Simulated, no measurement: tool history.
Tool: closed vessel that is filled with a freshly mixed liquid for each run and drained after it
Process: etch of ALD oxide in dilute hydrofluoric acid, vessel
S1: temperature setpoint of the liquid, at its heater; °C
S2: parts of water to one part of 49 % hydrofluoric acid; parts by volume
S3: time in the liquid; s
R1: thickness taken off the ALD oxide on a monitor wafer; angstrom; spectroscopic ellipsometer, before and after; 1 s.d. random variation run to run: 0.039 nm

| run | hour | S1 | S2 | S3 | R1 |
|---|---|---|---|---|---|
| 1 | 0 | 22 | 95 | 240 | 225.6 |
| 2 | 2.8 | 20.5 | 115 | 240 | 171.23 |
| 3 | 9.5 | 20.5 | 115 | 175 | 125.29 |
| 4 | 14.2 | 20.5 | 90 | 175 | 164.7 |
| 5 | 21.6 | 19.5 | 105 | 175 | 132.45 |
| 6 | 30.1 | 19.5 | 105 | 240 | 181.4 |
|  | 35.9 | thermometer replaced |
| 7 | 35.9 | 19 | 125 | 240 | 134.71 |
| 8 | 37.2 | 18.5 | 135 | 240 | 121.38 |

What will run 9 give?
| 9 | 44.5 | 18 | 145 | 240 | ? |

{"run 9": {"R1": 109.25}}
